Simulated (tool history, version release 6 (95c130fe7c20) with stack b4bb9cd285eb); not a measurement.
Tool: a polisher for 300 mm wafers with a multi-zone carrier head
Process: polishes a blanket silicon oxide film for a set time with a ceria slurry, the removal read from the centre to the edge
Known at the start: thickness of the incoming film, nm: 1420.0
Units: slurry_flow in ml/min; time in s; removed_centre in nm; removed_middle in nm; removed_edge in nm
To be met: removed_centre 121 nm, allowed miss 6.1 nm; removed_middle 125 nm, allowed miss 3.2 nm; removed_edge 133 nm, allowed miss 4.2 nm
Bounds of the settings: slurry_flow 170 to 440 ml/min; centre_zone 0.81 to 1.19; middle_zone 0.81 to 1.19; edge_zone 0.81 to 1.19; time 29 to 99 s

run   hour  slurry_flow  centre_zone  middle_zone  edge_zone  time  removed_centre  removed_middle  removed_edge
  1      0          280            1            1          1    64             228          231.79        233.45
  2      2          350            1            1          1    64          229.48          237.02        237.66
  3   10.3          350            1            1       0.93    64          238.11          239.91        232.46
  4   15.3          350            1            1       0.97    64          235.99          235.04        234.83
  5   18.9          350            1         1.05       0.97    64          233.67          246.38        231.97
  6   25.6          340         0.99         1.03       0.96    59          214.67          219.46        208.75
  7   28.7          335         0.97         1.01       0.97    56          196.45          207.07        201.94
  8   37.3          330         0.96         0.99       0.96    53          186.61          195.48        192.85
  9   44.9          325         0.95         0.97       0.95    50          176.16          181.56        181.29
 10     48          255         0.85         0.87       0.85    34           104.1          110.64        113.63
 11     55          270         0.86         0.87       0.87    34          108.93          113.32        115.92
 12   57.4          280         0.86         0.87       0.89    34          107.68          112.96        117.68
 13   64.6          290         0.87         0.88        0.9    34          110.96          112.79        119.24
 14   67.5          295         0.87         0.89       0.91    34          106.22          112.99        118.97
 15   68.5          295         0.88          0.9       0.92    34          109.07          114.26        119.95
 16   72.8          305         0.89         0.91       0.93    34          111.43          116.02        120.42
 17   78.5          310         0.89         0.91       0.94    34          111.85           116.5        122.97
 18   79.5          315          0.9         0.92       0.95    34          114.66          118.85        124.67
 19     83          320          0.9         0.92       0.96    34           113.6          117.04         123.3
 20   87.2          320          0.9         0.93       0.97    34          115.05          120.31        123.67
 21   94.3          320          0.9         0.93       0.97    34          114.04           119.2        121.31
 22   99.9          325          0.9         0.93       0.97    35          114.67          122.51        127.75
 23  105.7          330          0.9         0.93       0.97    35          117.28          122.76        127.96
 24    110          335          0.9         0.93       0.97    35          119.35          121.85        127.61

Which of these 4 next moves meets every target?
  A  114.3          335         0.91         0.88       0.95    35               ?               ?             ?
  B  114.3          300         0.89         0.91       0.97    37               ?               ?             ?
  C  114.3          170         0.81         1.07       0.88    38               ?               ?             ?
  D  114.3          295         0.87         0.95       0.94    38               ?               ?             ?

move  removed_centre  removed_middle  removed_edge
   A          119.11          118.99        125.29
   B          122.23          127.34        132.61
   C          105.99          134.73        121.93
   D          123.07          134.55        133.95
A: further off than the last run
B: meets every target
C: further off than the last run
D: brings the result that was furthest off to its target, and leaves another outside
Move B is the one to make.

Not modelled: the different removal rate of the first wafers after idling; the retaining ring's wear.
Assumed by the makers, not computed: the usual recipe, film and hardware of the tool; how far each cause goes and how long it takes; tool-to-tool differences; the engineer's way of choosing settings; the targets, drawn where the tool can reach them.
